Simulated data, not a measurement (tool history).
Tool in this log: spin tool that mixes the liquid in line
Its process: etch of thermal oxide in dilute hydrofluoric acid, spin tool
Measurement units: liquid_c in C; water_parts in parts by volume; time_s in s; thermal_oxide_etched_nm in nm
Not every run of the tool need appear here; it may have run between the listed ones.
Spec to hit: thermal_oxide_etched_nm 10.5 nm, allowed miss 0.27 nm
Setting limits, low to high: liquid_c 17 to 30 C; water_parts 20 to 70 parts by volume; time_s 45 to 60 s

run  hour  liquid_c  water_parts  time_s  thermal_oxide_etched_nm
  1     0        22           40      60                   7.0901
  2   6.3        22           35      60                   8.0785
  3   7.6      18.5           35      60                   6.9525
  4  13.9      20.5           35      60                   7.4635
  5  14.9      18.5           35      60                   6.8525
  6  17.2      18.5           50      60                    4.826
  7  18.8      22.5           35      60                   8.2255
  8  24.3      26.5           35      60                   9.7646
  9  25.1        27           35      60                   9.9678
 10  27.5      27.5           35      60                   10.062

4 next moves are on the table. One of them brings every result within its allowed miss. Which?
  A  29.9        27           30      50                        ?
  B  29.9        30           40      60                        ?
  C  29.9        29           30      50                        ?
  D  29.9      26.5           35      60                        ?

move  thermal_oxide_etched_nm
   A                   9.7994
   B                   9.8028
   C                   10.629
   D                   9.8041
A: lands further from the targets than the last run did
B: lands further from the targets than the last run did
C: all results in spec
D: lands further from the targets than the last run did
Move C is the one to make.
